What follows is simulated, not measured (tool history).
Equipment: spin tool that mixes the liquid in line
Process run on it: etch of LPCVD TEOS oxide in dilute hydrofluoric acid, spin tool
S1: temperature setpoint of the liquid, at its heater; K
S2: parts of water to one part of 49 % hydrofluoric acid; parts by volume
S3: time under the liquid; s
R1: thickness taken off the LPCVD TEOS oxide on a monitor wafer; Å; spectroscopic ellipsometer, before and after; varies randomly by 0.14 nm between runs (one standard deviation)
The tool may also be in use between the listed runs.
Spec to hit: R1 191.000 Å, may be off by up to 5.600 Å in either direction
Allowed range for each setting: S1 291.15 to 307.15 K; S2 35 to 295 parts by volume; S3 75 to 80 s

run,hour,S1,S2,S3,R1
1,0.0,299.15,165,75,85.275
2,8.1,299.15,195,75,69.224
3,12.9,299.15,195,75,68.405
4,19.1,299.15,195,75,68.044
5,20.4,299.15,165,75,84.826
6,25.9,300.65,150,75,99.141
7,28.1,301.65,135,75,117.060
8,29.4,301.65,135,75,117.620
9,35.2,302.65,130,75,126.170
10,41.1,303.65,125,75,138.930
11,47.1,304.15,120,75,147.770
12,49.5,304.65,115,75,156.790
13,57.6,307.15,95,75,213.840
14,65.1,306.65,95,75,209.040

4 next moves are on the table. One of them brings every result within its allowed miss. Which?
A,72.6,307.15,95,75,?
B,72.6,305.65,95,75,?
C,72.6,305.65,100,80,?
D,72.6,305.15,100,75,?

move,R1
A,213.370
B,201.990
C,203.150
D,186.990
A: its largest miss is bigger than the last run's
B: moves toward the targets from the last run without getting all of them in spec
C: moves toward the targets from the last run without getting all of them in spec
D: all results in spec
Move D is the one to make.
